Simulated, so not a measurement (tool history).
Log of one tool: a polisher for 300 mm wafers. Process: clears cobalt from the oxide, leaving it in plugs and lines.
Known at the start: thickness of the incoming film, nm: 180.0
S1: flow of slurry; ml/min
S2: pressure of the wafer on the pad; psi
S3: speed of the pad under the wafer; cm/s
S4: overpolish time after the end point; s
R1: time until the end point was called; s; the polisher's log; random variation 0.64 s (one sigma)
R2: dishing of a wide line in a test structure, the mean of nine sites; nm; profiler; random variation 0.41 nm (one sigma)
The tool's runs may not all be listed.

run	hour	S1	S2	S3	S4	R1	R2
1	0.0	295	1.4	90	22	49.417	42.610
2	2.6	290	1.4	90	18	49.133	38.314
3	7.4	290	1.4	72	18	60.166	34.024
4	11.3	270	1.6	66	15	58.071	31.836
5	16.7	270	1.6	80	15	50.274	34.033
6	22.2	270	1.5	80	15	52.252	33.086
7	29.8	270	1.5	80	15	50.548	32.283
8	35.1	245	1.5	82	13	51.199	30.768
9	42.0	330	1.7	82	7	45.296	21.220
10	49.0	320	1.8	82	7	40.688	22.269

Forecast run 11:
11	57.9	320	1.9	82	10	?	?

Run 11 gave R1 39.742 s, R2 29.904 nm.

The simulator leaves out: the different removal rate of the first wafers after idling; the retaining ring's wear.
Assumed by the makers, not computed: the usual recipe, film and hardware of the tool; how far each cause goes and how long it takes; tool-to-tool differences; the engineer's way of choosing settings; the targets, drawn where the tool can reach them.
